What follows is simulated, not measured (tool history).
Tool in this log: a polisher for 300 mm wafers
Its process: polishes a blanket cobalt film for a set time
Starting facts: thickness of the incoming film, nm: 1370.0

run  hour  flow of slurry (ml/min)  pressure of the wafer on the pad (psi)  speed of the pad under the wafer (cm/s)  polishing time (s)  film removed (Å)
  1   0.0                      290                                     2.1                                      110                  28            1753.1
  2   5.1                      295                                     2.4                                      110                  28            2027.3
  3   7.3                      300                                     2.6                                      110                  28            2185.8
  4  16.2                      300                                     2.8                                      110                  28            2336.5
  5  22.3                      300                                     2.8                                       90                  28            1909.5
  6  26.7                      235                                     2.8                                       90                  28            1887.0

What does the tool deliver on the next run?
  7  33.3                      240                                     2.9                                       98                  28                 ?

{"run 7": {"film removed (Å)": 2127.5}}

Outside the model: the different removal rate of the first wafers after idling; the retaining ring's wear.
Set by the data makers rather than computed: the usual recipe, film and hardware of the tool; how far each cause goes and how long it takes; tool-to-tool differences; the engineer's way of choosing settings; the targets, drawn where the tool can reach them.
